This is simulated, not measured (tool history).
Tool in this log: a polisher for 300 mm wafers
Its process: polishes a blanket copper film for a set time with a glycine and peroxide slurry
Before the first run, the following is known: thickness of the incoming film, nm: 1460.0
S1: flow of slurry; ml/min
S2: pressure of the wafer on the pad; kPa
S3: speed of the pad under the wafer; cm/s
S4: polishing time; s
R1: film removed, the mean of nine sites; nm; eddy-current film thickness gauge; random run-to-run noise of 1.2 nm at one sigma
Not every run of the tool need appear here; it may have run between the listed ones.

Run 1, hour 0: S1 165 ml/min, S2 18.6 kPa, S3 106 cm/s, S4 43 s. Result: R1 287.32 nm.
Run 2, hour 2.1: S1 165 ml/min, S2 18.6 kPa, S3 96 cm/s, S4 43 s. Result: R1 261.14 nm.
Run 3, hour 9: S1 165 ml/min, S2 18.6 kPa, S3 108 cm/s, S4 43 s. Result: R1 291.12 nm.
Run 4, hour 11.1: S1 165 ml/min, S2 18.6 kPa, S3 108 cm/s, S4 43 s. Result: R1 287.53 nm.
Run 5, hour 12: S1 160 ml/min, S2 15.9 kPa, S3 104 cm/s, S4 43 s. Result: R1 248.76 nm.
Run 6, hour 14.2: S1 155 ml/min, S2 13.8 kPa, S3 100 cm/s, S4 43 s. Result: R1 216.25 nm.
Run 7, hour 18.8: S1 150 ml/min, S2 12.4 kPa, S3 98 cm/s, S4 43 s. Result: R1 197.49 nm.
Run 8, hour 21.6: S1 145 ml/min, S2 11.7 kPa, S3 98 cm/s, S4 43 s. Result: R1 187 nm.

Run 9 comes next. What will it give?
Run 9, hour 27.3: S1 135 ml/min, S2 11 kPa, S3 98 cm/s, S4 43 s. Result: R1 ?.

R1: 175.54 nm

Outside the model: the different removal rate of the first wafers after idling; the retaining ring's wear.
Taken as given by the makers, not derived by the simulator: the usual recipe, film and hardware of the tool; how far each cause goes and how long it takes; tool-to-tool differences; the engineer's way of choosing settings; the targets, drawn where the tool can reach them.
